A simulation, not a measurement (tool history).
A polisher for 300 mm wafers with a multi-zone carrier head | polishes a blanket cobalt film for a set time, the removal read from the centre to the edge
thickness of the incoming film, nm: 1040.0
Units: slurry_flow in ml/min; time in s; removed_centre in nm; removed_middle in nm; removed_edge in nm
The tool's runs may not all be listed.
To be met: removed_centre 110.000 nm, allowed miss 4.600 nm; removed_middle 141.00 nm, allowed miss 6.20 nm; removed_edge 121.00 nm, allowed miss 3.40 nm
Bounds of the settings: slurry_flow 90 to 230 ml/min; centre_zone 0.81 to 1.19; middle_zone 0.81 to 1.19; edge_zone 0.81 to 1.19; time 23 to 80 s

run 1 hour=0.0 | slurry_flow=150 centre_zone=1.00 middle_zone=1.00 edge_zone=1.00 time=51 | removed_centre=188.380 removed_middle=195.24 removed_edge=196.93
run 2 hour=2.5 | slurry_flow=150 centre_zone=1.00 middle_zone=1.00 edge_zone=1.00 time=46 | removed_centre=173.390 removed_middle=174.29 removed_edge=176.40
run 3 hour=6.7 | slurry_flow=150 centre_zone=1.00 middle_zone=1.00 edge_zone=1.00 time=35 | removed_centre=129.470 removed_middle=133.67 removed_edge=133.80
run 4 hour=14.4 | slurry_flow=150 centre_zone=1.00 middle_zone=1.04 edge_zone=1.00 time=35 | removed_centre=128.850 removed_middle=138.46 removed_edge=135.56
run 5 hour=19.2 | slurry_flow=150 centre_zone=1.00 middle_zone=1.04 edge_zone=1.00 time=27 | removed_centre=103.700 removed_middle=107.50 removed_edge=105.50
run 6 hour=26.4 | slurry_flow=150 centre_zone=1.00 middle_zone=1.04 edge_zone=0.96 time=27 | removed_centre=100.820 removed_middle=106.07 removed_edge=103.08
run 7 hour=34.7 | slurry_flow=160 centre_zone=0.99 middle_zone=1.06 edge_zone=0.97 time=27 | removed_centre=99.888 removed_middle=111.74 removed_edge=102.07
run 8 hour=42.3 | slurry_flow=165 centre_zone=0.98 middle_zone=1.07 edge_zone=1.00 time=27 | removed_centre=99.641 removed_middle=111.02 removed_edge=106.56
run 9 hour=44.7 | slurry_flow=170 centre_zone=0.98 middle_zone=1.09 edge_zone=1.00 time=28 | removed_centre=105.560 removed_middle=115.22 removed_edge=110.32
run 10 hour=49.7 | slurry_flow=170 centre_zone=0.98 middle_zone=1.09 edge_zone=1.00 time=28 | removed_centre=106.280 removed_middle=117.38 removed_edge=110.60
run 11 hour=53.4 | slurry_flow=175 centre_zone=0.97 middle_zone=1.11 edge_zone=1.00 time=29 | removed_centre=109.560 removed_middle=126.43 removed_edge=114.33

4 next moves are on the table. One of them brings every result within its allowed miss. Which?
run A hour=57.1 | slurry_flow=190 centre_zone=0.91 middle_zone=1.19 edge_zone=0.91 time=30 | removed_centre=? removed_middle=? removed_edge=?
run B hour=57.1 | slurry_flow=175 centre_zone=1.08 middle_zone=1.09 edge_zone=0.97 time=28 | removed_centre=? removed_middle=? removed_edge=?
run C hour=57.1 | slurry_flow=140 centre_zone=0.90 middle_zone=1.14 edge_zone=0.91 time=33 | removed_centre=? removed_middle=? removed_edge=?
run D hour=57.1 | slurry_flow=185 centre_zone=1.05 middle_zone=1.01 edge_zone=1.16 time=28 | removed_centre=? removed_middle=? removed_edge=?

move=A removed_centre=108.130 removed_middle=140.04 removed_edge=112.95
move=B removed_centre=116.320 removed_middle=119.42 removed_edge=107.66
move=C removed_centre=110.220 removed_middle=140.01 removed_edge=119.16
move=D removed_centre=114.460 removed_middle=112.97 removed_edge=118.61
A: brings the result that was furthest off to its target, and leaves another outside
B: further off than the last run
C: meets every target
D: further off than the last run
The right move is C.
